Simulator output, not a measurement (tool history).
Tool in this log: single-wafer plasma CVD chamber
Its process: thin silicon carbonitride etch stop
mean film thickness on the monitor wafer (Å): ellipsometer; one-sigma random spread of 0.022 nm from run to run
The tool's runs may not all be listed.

run    day  RF power (W)  deposition time (s)  mean film thickness on the monitor wafer (Å)
  1      0           240                 9.99                                        62.456
  2  0.221           230                 9.34                                        58.015
  3  0.417           220                 8.87                                        54.174
  4  0.558           220                 10.2                                        61.508
  5  0.729           200                 10.2                                        60.545
  6  1.062           195                 9.58                                        56.301
  7  1.321           190                 9.19                                        54.038
  8  1.433           185                  8.9                                        52.361

Run 9 has not been measured yet. What should we expect?
  9  1.629           180                  8.7                                             ?

{"run 9": {"mean film thickness on the monitor wafer (Å)": 50.409}}
